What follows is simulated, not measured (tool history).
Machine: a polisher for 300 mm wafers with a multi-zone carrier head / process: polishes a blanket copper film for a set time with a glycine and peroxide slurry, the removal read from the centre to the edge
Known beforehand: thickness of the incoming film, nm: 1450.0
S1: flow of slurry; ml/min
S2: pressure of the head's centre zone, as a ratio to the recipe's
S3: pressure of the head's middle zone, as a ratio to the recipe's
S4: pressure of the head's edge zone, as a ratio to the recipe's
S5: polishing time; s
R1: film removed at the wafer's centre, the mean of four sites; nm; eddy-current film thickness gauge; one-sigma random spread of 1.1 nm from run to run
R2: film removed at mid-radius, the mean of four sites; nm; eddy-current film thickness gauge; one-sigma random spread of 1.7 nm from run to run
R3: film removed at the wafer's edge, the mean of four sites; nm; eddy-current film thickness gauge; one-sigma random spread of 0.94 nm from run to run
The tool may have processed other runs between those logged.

run	day	S1	S2	S3	S4	S5	R1	R2	R3
1	0	120	1	1	1	38	147.6	145.81	145.33
2	0.021	140	1	1	1	38	152.96	158.42	149.79
3	0.075	140	0.96	1	1	38	148.21	157.7	149.65
4	0.188	140	0.96	1	0.94	38	148.73	156.11	145.89
5	0.338	115	0.96	1	0.94	38	140.2	148.24	140.46
6	0.646	105	0.96	1	0.94	38	136.58	143.91	136.57

Expected results for the next run?
7	0.7	100	0.94	1	0.93	38	?	?	?

{"run 7": {"R1": 129.53, "R2": 143.18, "R3": 133.93}}

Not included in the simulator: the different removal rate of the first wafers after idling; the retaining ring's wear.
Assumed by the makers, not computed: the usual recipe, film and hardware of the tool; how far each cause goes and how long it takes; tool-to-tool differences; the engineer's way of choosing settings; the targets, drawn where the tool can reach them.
